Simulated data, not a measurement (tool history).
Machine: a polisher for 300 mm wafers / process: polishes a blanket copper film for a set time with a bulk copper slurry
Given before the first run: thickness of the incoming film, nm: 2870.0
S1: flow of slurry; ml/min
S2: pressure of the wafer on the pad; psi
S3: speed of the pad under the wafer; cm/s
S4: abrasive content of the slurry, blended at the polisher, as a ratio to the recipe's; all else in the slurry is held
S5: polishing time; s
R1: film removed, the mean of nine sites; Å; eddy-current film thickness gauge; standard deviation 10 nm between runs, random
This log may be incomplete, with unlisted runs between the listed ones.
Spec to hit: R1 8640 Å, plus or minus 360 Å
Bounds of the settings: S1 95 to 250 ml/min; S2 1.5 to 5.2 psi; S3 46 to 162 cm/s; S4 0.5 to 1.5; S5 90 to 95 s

run,hour,S1,S2,S3,S4,S5,R1
1,0,160,3.3,104,1,90,11185
2,1.5,160,3.3,96,1,90,10281
3,4.9,125,3.3,96,1,90,10053
4,5.8,125,3.3,96,1,90,9797.4
5,11.4,125,3.2,96,1,90,9469.6
6,19.8,125,3.9,96,1,90,11482
7,22.2,125,3.7,96,1,90,10954
8,22.8,125,3.7,96,1,90,10984
9,27.1,125,3.7,96,1,90,10962
10,33.3,120,2.8,94,1,90,8046.1
11,36.9,125,2.8,94,1,90,8183.9
12,42.2,130,2.8,94,1,90,8232.1

4 candidate next runs follow, results not yet known. Just one meets every target within its allowed miss. Identify it.
A,47.5,120,3.7,82,0.85,95,?
B,47.5,115,3,96,1.15,95,?
C,47.5,125,2.4,110,0.95,95,?
D,47.5,130,3.2,94,0.95,93,?

move,R1
A,9419.7
B,9293
C,8463.8
D,9475.7
A: moves the result that the last run missed by most past its target, out the other side
B: moves the result that the last run missed by most past its target, out the other side
C: each result inside its tolerance
D: moves the result that the last run missed by most past its target, out the other side
C meets every target.

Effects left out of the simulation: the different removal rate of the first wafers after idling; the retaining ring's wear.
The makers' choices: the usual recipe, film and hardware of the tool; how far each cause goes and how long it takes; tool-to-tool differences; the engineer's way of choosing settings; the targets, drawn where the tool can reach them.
